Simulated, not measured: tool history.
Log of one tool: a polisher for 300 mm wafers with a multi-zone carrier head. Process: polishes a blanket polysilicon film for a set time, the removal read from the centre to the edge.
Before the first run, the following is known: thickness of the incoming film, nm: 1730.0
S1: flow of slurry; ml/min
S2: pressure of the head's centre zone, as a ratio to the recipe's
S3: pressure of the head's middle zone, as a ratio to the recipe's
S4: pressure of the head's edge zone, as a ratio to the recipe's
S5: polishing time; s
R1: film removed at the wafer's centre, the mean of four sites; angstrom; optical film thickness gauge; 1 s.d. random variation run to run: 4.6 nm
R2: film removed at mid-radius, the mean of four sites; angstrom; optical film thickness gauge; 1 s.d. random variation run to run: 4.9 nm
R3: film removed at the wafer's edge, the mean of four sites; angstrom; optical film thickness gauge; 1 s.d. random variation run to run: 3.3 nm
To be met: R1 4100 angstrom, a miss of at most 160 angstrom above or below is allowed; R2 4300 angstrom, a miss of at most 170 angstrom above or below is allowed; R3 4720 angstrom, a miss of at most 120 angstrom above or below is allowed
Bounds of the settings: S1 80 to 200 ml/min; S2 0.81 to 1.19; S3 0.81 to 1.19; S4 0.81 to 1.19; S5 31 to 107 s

run	day	S1	S2	S3	S4	S5	R1	R2	R3
1	0	130	1	1	1	69	6670.8	6723.4	6804.9
2	0.158	130	1	1	1	53	5080.9	5096.7	5253.2
3	0.517	130	1	1	0.92	53	5163.7	5155.2	5036.6
4	0.838	125	0.98	0.98	0.92	53	5026.4	4990.9	4991.5
5	0.883	120	0.96	0.97	0.92	53	4852.6	4919.7	4904.9
6	0.979	115	0.94	0.96	0.93	53	4559.5	4809.6	4977.8
7	1.292	85	0.93	0.9	0.89	52	4046.8	4183.8	4483.6
8	1.342	85	0.93	0.9	0.9	52	4009.6	4216.5	4521.6
9	1.571	85	0.93	0.9	0.91	52	4004.2	4119.8	4525.9
10	1.742	90	0.93	0.9	0.91	52	4060.7	4275.9	4553
11	2.1	90	0.93	0.9	0.92	52	4141.9	4203.3	4608.9

5 next moves are on the table. One of them brings every result within its allowed miss. Which?
A	2.458	85	0.98	0.9	0.87	51	?	?	?
B	2.458	95	0.93	0.93	1	51	?	?	?
C	2.458	80	0.93	0.88	0.88	51	?	?	?
D	2.458	115	0.99	0.92	0.92	46	?	?	?
E	2.458	85	0.95	0.95	0.88	51	?	?	?

move	R1	R2	R3
A	4176.5	4175.6	4317.1
B	4155.2	4434.4	4730.8
C	3848.5	4022.2	4272.3
D	4270.9	4213.1	4269.1
E	4048.7	4312.4	4337.4
A: the biggest miss grows against the last run
B: meets every target
C: the biggest miss grows against the last run
D: the biggest miss grows against the last run
E: the biggest miss grows against the last run
Correct choice: B, which meets every target
